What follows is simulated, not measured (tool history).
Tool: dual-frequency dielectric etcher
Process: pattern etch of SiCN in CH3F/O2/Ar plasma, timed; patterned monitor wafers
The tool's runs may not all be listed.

run	hour	source power (kW)	bias power (kW)	etch time (s)	mean etch depth across the wafer (angstrom)
1	0.0	0.370	0.058	50.5	181.97
2	7.5	0.330	0.058	50.5	171.02
3	12.0	0.330	0.054	50.5	165.09
4	20.7	0.330	0.061	50.5	175.92
5	28.1	0.300	0.054	50.0	154.44
6	34.1	0.300	0.054	50.5	156.36
# hour 34.9: source power generator calibrated
7	34.9	0.280	0.051	50.5	144.37
8	37.7	0.280	0.051	50.5	143.79
9	42.1	0.270	0.050	50.5	140.11

The next listed run, before its measurement:
10	50.9	0.230	0.039	49.5	?

mean etch depth across the wafer (angstrom): 106.83
